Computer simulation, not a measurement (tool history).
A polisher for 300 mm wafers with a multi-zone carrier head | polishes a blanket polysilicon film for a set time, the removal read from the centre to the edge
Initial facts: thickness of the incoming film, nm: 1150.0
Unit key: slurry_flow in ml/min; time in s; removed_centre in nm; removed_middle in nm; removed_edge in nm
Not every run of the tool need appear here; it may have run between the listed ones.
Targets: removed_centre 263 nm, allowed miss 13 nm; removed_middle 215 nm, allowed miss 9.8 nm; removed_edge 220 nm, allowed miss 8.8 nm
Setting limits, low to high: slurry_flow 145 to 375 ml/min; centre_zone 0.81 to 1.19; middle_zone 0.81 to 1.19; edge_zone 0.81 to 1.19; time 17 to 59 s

run	day	slurry_flow	centre_zone	middle_zone	edge_zone	time	removed_centre	removed_middle	removed_edge
1	0	240	1	1	1	38	327.81	289.8	297.22
2	0.079	240	1	0.99	0.98	36	309.25	275.33	287.94
3	0.433	240	1.02	1	0.98	34	288.59	262.43	265.69
4	0.662	240	1.02	1	0.98	38	328.59	292.15	294.46
5	0.962	235	1.04	0.99	0.97	36	315.31	269.81	280.12
6	1.096	235	0.98	0.99	0.97	36	306.38	270.99	276.95
# day 1.346: centre zone pressure recalibrated
7	1.346	230	0.98	0.98	0.95	35	257.76	268.65	267.97
8	1.388	240	1.02	0.98	0.94	33	259.89	249.72	248.46
9	1.542	245	1.05	0.97	0.93	32	261.43	246.25	243.33
10	1.721	245	1.07	0.96	0.93	31	258.09	232.95	233.54
11	1.867	245	1.09	0.95	0.93	31	264.04	231.27	234.92
12	1.996	245	1.1	0.94	0.92	31	267.5	233.04	231.96
13	2.242	225	1.12	0.86	0.89	30	256.33	201.45	225.37
14	2.396	230	1.13	0.87	0.89	30	266.28	204.43	221.47

5 next moves are on the table. One of them brings every result within its allowed miss. Which?
A	2.55	240	1.16	0.91	0.85	30	?	?	?
B	2.55	305	1.15	0.83	0.95	29	?	?	?
C	2.55	260	1.17	0.84	0.93	29	?	?	?
D	2.55	220	1.13	0.81	0.93	31	?	?	?
E	2.55	200	1.08	0.98	0.96	29	?	?	?

move	removed_centre	removed_middle	removed_edge
A	266.82	216.27	221.41
B	263.45	199.12	230.2
C	262.81	197.6	224.89
D	265.14	200.68	236.59
E	233.97	216.74	221.76
A: every result within its allowed miss
B: further off than the last run
C: further off than the last run
D: further off than the last run
E: meets the target for the result that was furthest off, but another lies outside its allowed miss
The right move is A.
